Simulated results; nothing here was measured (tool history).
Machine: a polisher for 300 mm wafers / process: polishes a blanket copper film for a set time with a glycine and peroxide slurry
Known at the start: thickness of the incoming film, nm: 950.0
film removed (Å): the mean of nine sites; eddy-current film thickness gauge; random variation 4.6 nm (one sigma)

run	hour	flow of slurry (ml/min)	pressure of the wafer on the pad (psi)	speed of the pad under the wafer (cm/s)	polishing time (s)	film removed (Å)
1	0.0	195	2.9	86	51	2319.6
2	3.7	195	2.9	86	51	2356.9
3	5.0	195	3.1	86	51	2445.9
4	12.8	210	3.1	86	51	2432.1
5	18.0	165	3.1	86	51	2413.8
6	19.5	165	3.1	86	54	2569.9
7	20.9	165	3.3	86	54	2700.3
8	26.1	165	3.5	86	54	2773.4
9	29.0	165	3.6	88	54	2933.9
10	37.5	165	3.6	88	54	2967.4
11	43.4	165	3.7	88	54	3038.6
12	46.2	165	3.8	88	54	3018.7
13	51.9	165	3.8	88	54	3039.6
14	60.8	165	3.9	88	54	3115.7
15	61.6	165	4.0	88	54	3241.6
16	69.2	165	4.1	88	54	3260.1

Run 17, settings as shown, results not yet in. Your forecast:
17	77.4	165	4.2	88	54	?

Run 17 gave film removed (Å) 3293.6.

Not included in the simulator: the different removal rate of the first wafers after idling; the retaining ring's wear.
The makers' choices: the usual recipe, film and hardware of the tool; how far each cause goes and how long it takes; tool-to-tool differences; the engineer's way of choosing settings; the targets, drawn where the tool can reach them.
